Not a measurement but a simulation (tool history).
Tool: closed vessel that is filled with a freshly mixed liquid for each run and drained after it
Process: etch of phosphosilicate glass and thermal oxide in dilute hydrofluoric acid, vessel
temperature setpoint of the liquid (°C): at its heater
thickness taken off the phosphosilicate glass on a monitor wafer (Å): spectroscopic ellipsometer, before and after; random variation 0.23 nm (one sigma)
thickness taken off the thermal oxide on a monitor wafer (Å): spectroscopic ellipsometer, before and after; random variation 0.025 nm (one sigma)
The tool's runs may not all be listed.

| run | day | temperature setpoint of the liquid (°C) | parts of water to one part of 49 % hydrofluoric acid (parts by volume) | time in the liquid (s) | thickness taken off the phosphosilicate glass on a monitor wafer (Å) | thickness taken off the thermal oxide on a monitor wafer (Å) |
|---|---|---|---|---|---|---|
| 1 | 0.000 | 24.0 | 190 | 185 | 550.48 | 42.798 |
| 2 | 0.238 | 24.0 | 135 | 185 | 813.71 | 63.779 |
| 3 | 0.438 | 23.0 | 150 | 185 | 685.49 | 55.188 |
| 4 | 0.679 | 23.0 | 120 | 185 | 894.38 | 70.907 |
| 5 | 0.746 | 23.0 | 120 | 215 | 1045.50 | 82.367 |
| 6 | 1.108 | 23.0 | 120 | 275 | 1311.90 | 106.180 |
| 7 | 1.192 | 22.5 | 150 | 275 | 1004.10 | 80.570 |
| 8 | 1.529 | 22.5 | 150 | 275 | 1009.70 | 80.240 |
| 9 | 1.612 | 21.5 | 170 | 275 | 840.01 | 66.703 |

Run 10 comes next. What will it give?
| 10 | 1.742 | 20.5 | 185 | 275 | ? | ? |

Run 10 gave thickness taken off the phosphosilicate glass on a monitor wafer (Å) 730.27, thickness taken off the thermal oxide on a monitor wafer (Å) 58.659.

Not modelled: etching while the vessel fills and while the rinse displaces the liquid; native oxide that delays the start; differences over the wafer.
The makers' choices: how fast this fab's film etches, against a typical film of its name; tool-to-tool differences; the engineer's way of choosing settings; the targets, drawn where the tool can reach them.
